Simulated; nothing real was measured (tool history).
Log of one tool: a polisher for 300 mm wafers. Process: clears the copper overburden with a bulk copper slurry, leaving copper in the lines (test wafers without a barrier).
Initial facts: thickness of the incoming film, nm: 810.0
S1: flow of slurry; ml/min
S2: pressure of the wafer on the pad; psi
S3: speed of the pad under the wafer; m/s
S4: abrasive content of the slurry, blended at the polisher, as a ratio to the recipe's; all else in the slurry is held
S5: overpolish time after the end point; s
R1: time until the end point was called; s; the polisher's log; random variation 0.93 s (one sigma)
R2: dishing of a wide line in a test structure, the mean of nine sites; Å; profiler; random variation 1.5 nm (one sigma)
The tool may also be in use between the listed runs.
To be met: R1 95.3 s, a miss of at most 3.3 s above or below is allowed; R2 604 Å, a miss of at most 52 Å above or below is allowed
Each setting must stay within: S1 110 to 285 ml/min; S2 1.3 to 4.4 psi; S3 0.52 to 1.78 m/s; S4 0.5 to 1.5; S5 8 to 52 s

{"run": 1, "hour": 0.0, "S1": 180, "S2": 2.8, "S3": 1.14, "S4": 1, "S5": 26, "R1": 74.288, "R2": 958.89}
{"run": 2, "hour": 7.0, "S1": 180, "S2": 2.6, "S3": 1.16, "S4": 1, "S5": 24, "R1": 78.316, "R2": 904.08}
{"run": 3, "hour": 9.2, "S1": 180, "S2": 2.6, "S3": 1.16, "S4": 1, "S5": 32, "R1": 78.594, "R2": 931.74}
{"run": 4, "hour": 17.1, "S1": 140, "S2": 2.6, "S3": 1.16, "S4": 1, "S5": 32, "R1": 83.109, "R2": 935.58}
{"run": 5, "hour": 26.0, "S1": 140, "S2": 2.6, "S3": 1.16, "S4": 1, "S5": 39, "R1": 82.515, "R2": 959.51}
{"run": 6, "hour": 30.1, "S1": 140, "S2": 2.6, "S3": 1.42, "S4": 1, "S5": 39, "R1": 67.625, "R2": 958.38}
{"run": 7, "hour": 37.6, "S1": 130, "S2": 1.8, "S3": 1.46, "S4": 0.95, "S5": 26, "R1": 97.914, "R2": 722.12}
{"run": 8, "hour": 46.2, "S1": 130, "S2": 1.8, "S3": 1.48, "S4": 0.95, "S5": 24, "R1": 96.315, "R2": 769.37}
{"run": 9, "hour": 49.5, "S1": 140, "S2": 1.7, "S3": 1.52, "S4": 0.9, "S5": 22, "R1": 96.194, "R2": 704.79}
{"run": 10, "hour": 53.5, "S1": 145, "S2": 1.7, "S3": 1.52, "S4": 0.85, "S5": 20, "R1": 97.292, "R2": 677.7}
{"run": 11, "hour": 56.1, "S1": 150, "S2": 1.7, "S3": 1.52, "S4": 0.85, "S5": 19, "R1": 98.145, "R2": 663.4}

Which single option among these 4 for the next run brings every result within its allowed miss of target? Just one does.
{"run": "A", "hour": 58.7, "S1": 190, "S2": 2.1, "S3": 1.3, "S4": 0.95, "S5": 23, "R1": "?", "R2": "?"}
{"run": "B", "hour": 58.7, "S1": 190, "S2": 1.7, "S3": 1.56, "S4": 0.55, "S5": 22, "R1": "?", "R2": "?"}
{"run": "C", "hour": 58.7, "S1": 125, "S2": 1.9, "S3": 1.42, "S4": 1, "S5": 23, "R1": "?", "R2": "?"}
{"run": "D", "hour": 58.7, "S1": 155, "S2": 2, "S3": 1.36, "S4": 0.65, "S5": 14, "R1": "?", "R2": "?"}

move=A R1=84.857 R2=772.56
move=B R1=93.757 R2=693.58
move=C R1=93.316 R2=727.6
move=D R1=93.613 R2=584.3
A: misses by more than the last run did
B: misses by more than the last run did
C: misses by more than the last run did
D: all results land within tolerance of their targets
D meets every target.

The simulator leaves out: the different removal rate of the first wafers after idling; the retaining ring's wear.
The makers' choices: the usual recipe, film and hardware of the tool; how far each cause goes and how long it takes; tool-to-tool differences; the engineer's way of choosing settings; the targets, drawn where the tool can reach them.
